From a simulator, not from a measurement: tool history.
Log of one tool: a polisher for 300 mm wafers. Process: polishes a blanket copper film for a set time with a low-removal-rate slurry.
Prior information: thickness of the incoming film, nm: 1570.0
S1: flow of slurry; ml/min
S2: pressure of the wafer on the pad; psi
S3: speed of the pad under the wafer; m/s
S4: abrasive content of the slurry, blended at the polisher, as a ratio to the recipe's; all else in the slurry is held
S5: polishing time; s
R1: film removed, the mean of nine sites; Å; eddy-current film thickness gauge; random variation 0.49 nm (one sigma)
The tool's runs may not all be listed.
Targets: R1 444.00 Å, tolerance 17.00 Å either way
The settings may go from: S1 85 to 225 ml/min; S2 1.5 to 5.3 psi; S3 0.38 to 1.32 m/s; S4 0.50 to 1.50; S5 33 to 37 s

run  hour   S1   S2    S3    S4  S5       R1
  1   0.0  145  3.4  0.84  1.00  37  1040.80
  2   2.0  110  3.4  0.84  1.00  37   980.06
  3   5.6  105  2.7  0.78  1.00  37   736.16
  4   9.9  105  2.7  0.98  1.00  37   907.65
  5  16.0  100  2.3  0.88  1.00  37   695.55
  6  21.8  100  2.9  0.88  1.00  37   874.39
  7  26.0  100  2.4  0.82  1.00  37   667.22
  8  28.0  100  2.4  0.82  1.00  37   683.94
  9  32.2  100  2.1  0.78  1.00  37   577.21
 10  41.0  100  1.9  0.76  1.00  37   511.05
 11  46.3  100  1.8  0.76  1.00  37   484.81
 12  48.6   95  1.5  0.76  1.00  37   400.49

Pick the move, out of 4, that brings all results within their allowed miss; only one does.
  A  50.9  100  1.7  0.82  0.95  37   ?
  B  50.9   90  1.7  0.76  1.00  37   ?
  C  50.9   95  1.7  0.84  0.95  37   ?
  D  50.9   85  2.0  0.78  0.75  37   ?

move      R1
   A  486.41
   B  449.97
   C  493.44
   D  490.31
A: pushes the last run's worst result past its target
B: all results in spec
C: pushes the last run's worst result past its target
D: pushes the last run's worst result past its target
Answer: B
